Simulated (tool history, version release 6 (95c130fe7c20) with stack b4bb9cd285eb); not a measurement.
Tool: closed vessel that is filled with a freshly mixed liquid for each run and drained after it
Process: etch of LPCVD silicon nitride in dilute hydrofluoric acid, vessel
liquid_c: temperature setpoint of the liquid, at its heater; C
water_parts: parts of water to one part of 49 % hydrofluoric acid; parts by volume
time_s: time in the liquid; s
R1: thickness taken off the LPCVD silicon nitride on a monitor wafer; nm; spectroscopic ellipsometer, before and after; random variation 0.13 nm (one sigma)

Run 1, hour 0.0: liquid_c 25.0 C, water_parts 65 parts by volume, time_s 2570 s. Result: R1 20.031 nm.
Run 2, hour 6.6: liquid_c 25.0 C, water_parts 65 parts by volume, time_s 2570 s. Result: R1 19.740 nm.
Run 3, hour 15.1: liquid_c 24.0 C, water_parts 65 parts by volume, time_s 2570 s. Result: R1 18.685 nm.
Run 4, hour 22.9: liquid_c 23.0 C, water_parts 65 parts by volume, time_s 2570 s. Result: R1 17.419 nm.
Run 5, hour 30.0: liquid_c 23.0 C, water_parts 55 parts by volume, time_s 2570 s. Result: R1 20.403 nm.
Run 6, hour 34.6: liquid_c 21.5 C, water_parts 55 parts by volume, time_s 2570 s. Result: R1 18.565 nm.
Run 7, hour 36.3: liquid_c 20.5 C, water_parts 55 parts by volume, time_s 2570 s. Result: R1 17.119 nm.

Forecast run 8:
Run 8, hour 40.6: liquid_c 20.0 C, water_parts 55 parts by volume, time_s 2570 s. Result: R1 ?.

R1: 16.820 nm
